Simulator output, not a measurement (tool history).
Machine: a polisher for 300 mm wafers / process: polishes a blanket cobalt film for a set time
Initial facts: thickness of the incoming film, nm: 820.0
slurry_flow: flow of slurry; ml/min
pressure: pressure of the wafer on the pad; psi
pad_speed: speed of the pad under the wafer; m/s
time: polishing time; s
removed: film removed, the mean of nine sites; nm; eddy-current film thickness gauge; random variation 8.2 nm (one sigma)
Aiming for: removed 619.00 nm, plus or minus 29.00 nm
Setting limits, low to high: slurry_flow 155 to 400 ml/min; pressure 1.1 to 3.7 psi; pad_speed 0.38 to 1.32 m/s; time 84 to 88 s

{"run": 1, "hour": 0.0, "slurry_flow": 255, "pressure": 2.4, "pad_speed": 0.84, "time": 84, "removed": 419.12}
{"run": 2, "hour": 4.9, "slurry_flow": 255, "pressure": 2.6, "pad_speed": 0.84, "time": 84, "removed": 457.93}
{"run": 3, "hour": 5.6, "slurry_flow": 205, "pressure": 2.6, "pad_speed": 0.84, "time": 84, "removed": 444.96}
{"run": 4, "hour": 10.8, "slurry_flow": 205, "pressure": 2.6, "pad_speed": 0.7, "time": 84, "removed": 386.76}
{"run": 5, "hour": 14.9, "slurry_flow": 205, "pressure": 2.6, "pad_speed": 0.6, "time": 84, "removed": 343.46}
{"run": 6, "hour": 21.6, "slurry_flow": 205, "pressure": 2.8, "pad_speed": 0.62, "time": 84, "removed": 382.37}
{"run": 7, "hour": 26.8, "slurry_flow": 205, "pressure": 3.0, "pad_speed": 0.64, "time": 84, "removed": 416.4}
{"run": 8, "hour": 30.2, "slurry_flow": 205, "pressure": 3.1, "pad_speed": 0.66, "time": 84, "removed": 444.65}
{"run": 9, "hour": 34.6, "slurry_flow": 205, "pressure": 3.2, "pad_speed": 0.68, "time": 84, "removed": 469.93}
{"run": 10, "hour": 35.2, "slurry_flow": 205, "pressure": 3.3, "pad_speed": 0.7, "time": 84, "removed": 487.74}
{"run": 11, "hour": 40.7, "slurry_flow": 205, "pressure": 3.4, "pad_speed": 0.72, "time": 84, "removed": 523.94}
{"run": 12, "hour": 41.8, "slurry_flow": 205, "pressure": 3.5, "pad_speed": 0.72, "time": 84, "removed": 536.52}
{"run": 13, "hour": 43.6, "slurry_flow": 205, "pressure": 3.5, "pad_speed": 0.74, "time": 84, "removed": 543.86}
{"run": 14, "hour": 48.2, "slurry_flow": 205, "pressure": 3.5, "pad_speed": 0.76, "time": 84, "removed": 559.99}

Of the 4 settings listed for the next run, only one would bring every result within its allowed miss of target. Which one?
{"run": "A", "hour": 52.8, "slurry_flow": 195, "pressure": 3.6, "pad_speed": 0.88, "time": 88, "removed": "?"}
{"run": "B", "hour": 52.8, "slurry_flow": 170, "pressure": 3.7, "pad_speed": 0.78, "time": 87, "removed": "?"}
{"run": "C", "hour": 52.8, "slurry_flow": 190, "pressure": 3.4, "pad_speed": 0.62, "time": 84, "removed": "?"}
{"run": "D", "hour": 52.8, "slurry_flow": 275, "pressure": 3.0, "pad_speed": 0.94, "time": 84, "removed": "?"}

move=A removed=669.49
move=B removed=611.33
move=C removed=459.84
move=D removed=578.26
A: moves the result that the last run missed by most past its target, out the other side
B: in spec on every target
C: its largest miss is bigger than the last run's
D: nearer the targets than the last run, but a result is still out of spec
B meets every target.

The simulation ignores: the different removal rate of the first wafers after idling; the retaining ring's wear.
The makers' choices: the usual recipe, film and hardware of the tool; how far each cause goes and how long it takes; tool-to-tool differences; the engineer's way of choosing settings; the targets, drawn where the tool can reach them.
